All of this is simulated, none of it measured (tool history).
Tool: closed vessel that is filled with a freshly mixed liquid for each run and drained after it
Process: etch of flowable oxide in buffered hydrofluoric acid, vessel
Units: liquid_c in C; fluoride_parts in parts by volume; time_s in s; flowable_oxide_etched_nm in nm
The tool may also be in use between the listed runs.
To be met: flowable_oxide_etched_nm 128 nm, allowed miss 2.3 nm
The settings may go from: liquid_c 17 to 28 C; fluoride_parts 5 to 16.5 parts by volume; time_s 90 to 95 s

| run | day | liquid_c | fluoride_parts | time_s | flowable_oxide_etched_nm |
|---|---|---|---|---|---|
| 1 | 0 | 20 | 10 | 90 | 158.73 |
| 2 | 0.121 | 20 | 8.5 | 90 | 177.71 |
| 3 | 0.317 | 20 | 8.5 | 95 | 186.56 |
| 4 | 0.5 | 22.5 | 8.5 | 95 | 217.44 |
| 5 | 0.596 | 22.5 | 8.5 | 90 | 204.99 |
|  | 0.85 | thermometer replaced |
| 6 | 0.85 | 21 | 9 | 90 | 194.9 |
| 7 | 0.988 | 20 | 10 | 90 | 170.63 |
| 8 | 1.267 | 17 | 12 | 90 | 120.78 |
| 9 | 1.408 | 17.5 | 12 | 90 | 125.33 |

5 next moves are on the table. One of them brings every result within its allowed miss. Which?
| A | 1.55 | 19.5 | 14 | 95 | ? |
| B | 1.55 | 18.5 | 12.5 | 95 | ? |
| C | 1.55 | 18 | 12.5 | 90 | ? |
| D | 1.55 | 19 | 13.5 | 90 | ? |
| E | 1.55 | 17.5 | 13 | 95 | ? |

| move | flowable_oxide_etched_nm |
|---|---|
| A | 128.26 |
| B | 135.48 |
| C | 124.76 |
| D | 122.43 |
| E | 123.17 |
A: meets every target
B: takes the result that was furthest off past its target
C: further off than the last run
D: further off than the last run
E: further off than the last run
Answer: A
